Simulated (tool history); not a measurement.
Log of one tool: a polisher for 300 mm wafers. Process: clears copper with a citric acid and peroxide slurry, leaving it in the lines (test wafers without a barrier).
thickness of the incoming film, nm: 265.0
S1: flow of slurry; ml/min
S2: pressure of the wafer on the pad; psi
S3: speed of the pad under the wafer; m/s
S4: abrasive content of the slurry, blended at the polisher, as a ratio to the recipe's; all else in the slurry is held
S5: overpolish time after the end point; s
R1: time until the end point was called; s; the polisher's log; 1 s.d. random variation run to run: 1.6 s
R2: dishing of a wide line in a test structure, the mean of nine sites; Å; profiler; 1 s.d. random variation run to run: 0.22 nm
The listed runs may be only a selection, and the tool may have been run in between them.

| run | hour | S1 | S2 | S3 | S4 | S5 | R1 | R2 |
|---|---|---|---|---|---|---|---|---|
| 1 | 0.0 | 260 | 3.4 | 0.86 | 1.0 | 9 | 118.84 | 123.850 |
| 2 | 2.3 | 260 | 3.6 | 0.86 | 1.0 | 8 | 111.40 | 118.930 |
| 3 | 6.7 | 260 | 3.7 | 0.86 | 1.0 | 7 | 111.37 | 108.900 |
| 4 | 7.5 | 260 | 3.8 | 0.86 | 1.0 | 7 | 106.76 | 114.880 |
| 5 | 15.8 | 260 | 3.8 | 0.86 | 1.0 | 4 | 107.07 | 71.832 |
| 6 | 19.4 | 260 | 3.8 | 0.86 | 1.0 | 6 | 105.87 | 99.663 |
| 7 | 21.0 | 260 | 3.9 | 0.86 | 1.0 | 6 | 107.70 | 104.880 |
| 8 | 23.5 | 260 | 4.0 | 0.88 | 1.0 | 6 | 102.02 | 104.890 |

What will run 9 give?
| 9 | 26.4 | 260 | 4.0 | 0.88 | 1.0 | 6 | ? | ? |

Run 9 yielded R1 101.86 s, R2 107.580 Å.

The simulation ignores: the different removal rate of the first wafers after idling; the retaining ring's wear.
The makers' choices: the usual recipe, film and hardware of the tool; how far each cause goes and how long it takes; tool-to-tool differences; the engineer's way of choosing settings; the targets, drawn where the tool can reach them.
